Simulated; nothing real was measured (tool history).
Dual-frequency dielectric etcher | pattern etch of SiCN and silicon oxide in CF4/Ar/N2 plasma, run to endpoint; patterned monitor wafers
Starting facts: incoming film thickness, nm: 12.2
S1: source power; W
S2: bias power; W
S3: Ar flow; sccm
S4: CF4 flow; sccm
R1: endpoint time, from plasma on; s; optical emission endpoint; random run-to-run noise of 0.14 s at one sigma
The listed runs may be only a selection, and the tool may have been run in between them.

run 1 hour=0.0 | S1=340 S2=56 S3=93 S4=72 | R1=19.278
run 2 hour=1.6 | S1=320 S2=56 S3=93 S4=72 | R1=20.552
run 3 hour=5.4 | S1=310 S2=56 S3=93 S4=72 | R1=21.343
run 4 hour=6.1 | S1=300 S2=56 S3=93 S4=72 | R1=22.323
run 5 hour=13.5 | S1=300 S2=62 S3=93 S4=72 | R1=21.508
run 6 hour=19.0 | S1=290 S2=62 S3=93 S4=72 | R1=22.342
run 7 hour=23.5 | S1=280 S2=62 S3=93 S4=72 | R1=23.162

Run 8 comes next. What will it give?
run 8 hour=25.4 | S1=270 S2=62 S3=93 S4=72 | R1=?

{"run 8": {"R1": 24.278}}

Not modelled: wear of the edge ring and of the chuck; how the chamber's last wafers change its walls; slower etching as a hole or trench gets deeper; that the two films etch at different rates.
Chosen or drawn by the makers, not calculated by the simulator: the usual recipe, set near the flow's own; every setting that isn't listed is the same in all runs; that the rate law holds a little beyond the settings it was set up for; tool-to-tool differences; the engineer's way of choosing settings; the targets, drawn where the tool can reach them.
